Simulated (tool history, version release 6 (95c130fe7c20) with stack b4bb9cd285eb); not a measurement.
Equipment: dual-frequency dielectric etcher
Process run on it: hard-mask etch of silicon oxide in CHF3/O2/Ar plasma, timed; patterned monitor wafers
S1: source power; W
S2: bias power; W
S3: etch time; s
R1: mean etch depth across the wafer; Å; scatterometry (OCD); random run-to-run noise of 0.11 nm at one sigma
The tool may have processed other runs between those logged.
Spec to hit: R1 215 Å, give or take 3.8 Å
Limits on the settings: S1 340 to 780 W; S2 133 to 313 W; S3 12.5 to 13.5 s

Run 1, hour 0: S1 560 W, S2 223 W, S3 13.5 s. Result: R1 254.41 Å.
Run 2, hour 4.5: S1 560 W, S2 223 W, S3 12.5 s. Result: R1 234.19 Å.
Run 3, hour 9.9: S1 560 W, S2 223 W, S3 12.5 s. Result: R1 236.63 Å.
Run 4, hour 13.5: S1 560 W, S2 223 W, S3 13.5 s. Result: R1 256.66 Å.
Run 5, hour 16.9: S1 560 W, S2 237 W, S3 13.5 s. Result: R1 261.25 Å.
Run 6, hour 22.8: S1 530 W, S2 231 W, S3 13.5 s. Result: R1 253.39 Å.
Run 7, hour 29.4: S1 500 W, S2 225 W, S3 13.5 s. Result: R1 245.03 Å.
Run 8, hour 33: S1 480 W, S2 222 W, S3 13.5 s. Result: R1 238.54 Å.
Run 9, hour 37.2: S1 460 W, S2 221 W, S3 13.5 s. Result: R1 235.66 Å.
Run 10, hour 43.8: S1 440 W, S2 219 W, S3 13.5 s. Result: R1 229.31 Å.
Run 11, hour 49.1: S1 430 W, S2 218 W, S3 13.5 s. Result: R1 227.76 Å.
Run 12, hour 55.6: S1 420 W, S2 217 W, S3 13.5 s. Result: R1 225.98 Å.
Run 13, hour 56.5: S1 340 W, S2 212 W, S3 13.5 s. Result: R1 205.21 Å.
Run 14, hour 57.2: S1 350 W, S2 212 W, S3 13.5 s. Result: R1 205.29 Å.
Run 15, hour 64.8: S1 360 W, S2 212 W, S3 13.5 s. Result: R1 210.27 Å.

Which of these 4 next moves meets every target?
Run A, hour 72.4: S1 350 W, S2 223 W, S3 13 s. Result: R1 ?.
Run B, hour 72.4: S1 430 W, S2 194 W, S3 12.5 s. Result: R1 ?.
Run C, hour 72.4: S1 420 W, S2 234 W, S3 12.5 s. Result: R1 ?.
Run D, hour 72.4: S1 340 W, S2 237 W, S3 13 s. Result: R1 ?.

move      R1
   A  203.69
   B  203.76
   C  214.07
   D  205.33
A: its largest miss is bigger than the last run's
B: its largest miss is bigger than the last run's
C: all results land within tolerance of their targets
D: its largest miss is bigger than the last run's
Go with C: it meets all targets.
